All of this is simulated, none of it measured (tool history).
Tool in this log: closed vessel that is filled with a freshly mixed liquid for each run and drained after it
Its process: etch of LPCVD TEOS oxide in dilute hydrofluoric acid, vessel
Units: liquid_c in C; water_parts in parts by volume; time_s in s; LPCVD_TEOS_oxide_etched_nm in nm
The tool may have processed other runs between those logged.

run  hour  liquid_c  water_parts  time_s  LPCVD_TEOS_oxide_etched_nm
  1     0        23          115     140                        50.2
  2   6.1        22          115     140                      47.559
  3  13.2        22          150     140                      35.392
  4  17.1      22.5          150     140                      35.725
  5  23.9      22.5          125     140                      44.188
  6  26.6      21.5          125     140                      42.889

Run 7 comes next. What will it give?
  7  31.5        21          125     140                           ?

{"run 7": {"LPCVD_TEOS_oxide_etched_nm": 41.946}}

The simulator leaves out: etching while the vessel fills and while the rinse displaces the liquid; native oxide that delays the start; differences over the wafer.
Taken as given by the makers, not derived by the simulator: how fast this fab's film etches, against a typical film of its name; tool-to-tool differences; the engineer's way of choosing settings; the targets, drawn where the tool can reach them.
